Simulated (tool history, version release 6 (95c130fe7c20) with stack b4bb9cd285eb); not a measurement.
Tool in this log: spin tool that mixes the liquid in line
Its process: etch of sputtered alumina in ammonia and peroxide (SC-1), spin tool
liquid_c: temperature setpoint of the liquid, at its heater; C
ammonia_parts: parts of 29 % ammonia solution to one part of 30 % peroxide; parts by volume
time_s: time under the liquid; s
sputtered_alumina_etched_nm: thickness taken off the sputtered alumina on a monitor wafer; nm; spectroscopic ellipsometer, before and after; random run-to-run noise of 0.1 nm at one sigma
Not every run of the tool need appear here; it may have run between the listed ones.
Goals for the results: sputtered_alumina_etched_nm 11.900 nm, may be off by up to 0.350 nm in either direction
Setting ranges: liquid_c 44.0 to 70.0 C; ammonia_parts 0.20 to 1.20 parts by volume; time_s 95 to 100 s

run  hour  liquid_c  ammonia_parts  time_s  sputtered_alumina_etched_nm
  1   0.0      60.0           0.75      95                       10.259
  2   2.3      61.0           0.75      95                       10.637
  3   7.3      61.5           0.75      95                       11.170
  4   9.4      67.0           0.75      95                       14.758
  5  13.1      66.0           0.75      95                       13.826
  6  15.9      66.0           0.95      95                       14.222
  7  20.1      65.0           0.95      95                       13.365
  8  24.5      64.5           0.95      95                       13.245
  9  33.1      64.0           0.95      95                       12.976
 10  38.9      63.5           0.95      95                       12.515

Consider the 4 candidate settings below. Which is the only one whose results all fall within their allowed miss of target?
  A  44.7      62.5           1.05      95                            ?
  B  44.7      64.5           1.15      95                            ?
  C  44.7      65.0           0.85      95                            ?
  D  44.7      63.5           0.90     100                            ?

move  sputtered_alumina_etched_nm
   A                       11.887
   B                       13.254
   C                       13.205
   D                       12.968
A: hits every target within its allowed miss
B: further off than the last run
C: further off than the last run
D: further off than the last run
The right move is A.

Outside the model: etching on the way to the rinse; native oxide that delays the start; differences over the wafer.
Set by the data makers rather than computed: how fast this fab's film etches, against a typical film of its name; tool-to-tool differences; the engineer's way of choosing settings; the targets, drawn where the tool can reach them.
